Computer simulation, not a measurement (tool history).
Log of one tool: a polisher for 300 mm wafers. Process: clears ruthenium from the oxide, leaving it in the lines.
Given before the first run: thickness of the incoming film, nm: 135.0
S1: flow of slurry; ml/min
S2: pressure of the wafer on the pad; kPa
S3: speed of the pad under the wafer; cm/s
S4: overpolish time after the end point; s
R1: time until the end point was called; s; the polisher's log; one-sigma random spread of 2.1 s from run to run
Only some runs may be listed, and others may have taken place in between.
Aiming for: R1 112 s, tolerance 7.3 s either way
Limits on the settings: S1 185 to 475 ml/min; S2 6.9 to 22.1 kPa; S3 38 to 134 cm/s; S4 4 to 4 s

run    day   S1    S2  S3  S4      R1
  1      0  305  14.5  86   4  153.74
  2  0.062  305  17.2  86   4  138.95
  3  0.367  305  17.2  76   4  152.28
  4  0.646  305  17.2  84   4   134.2
  5   0.75  305  17.2  84   4     142
  6  0.796  305  17.9  86   4  128.07
  7  1.158  305  18.6  86   4  127.22
  8  1.367  305  19.3  86   4  121.85

4 next moves are on the table. One of them brings every result within its allowed miss. Which?
  A  1.575  280  19.3   80   4   ?
  B  1.575  345  19.3   70   4   ?
  C  1.575  295  17.2  102   4   ?
  D  1.575  290  17.2   80   4   ?

move      R1
   A  134.14
   B     150
   C   116.1
   D  147.21
A: lands further from the targets than the last run did
B: lands further from the targets than the last run did
C: in spec on every target
D: lands further from the targets than the last run did
C meets every target.
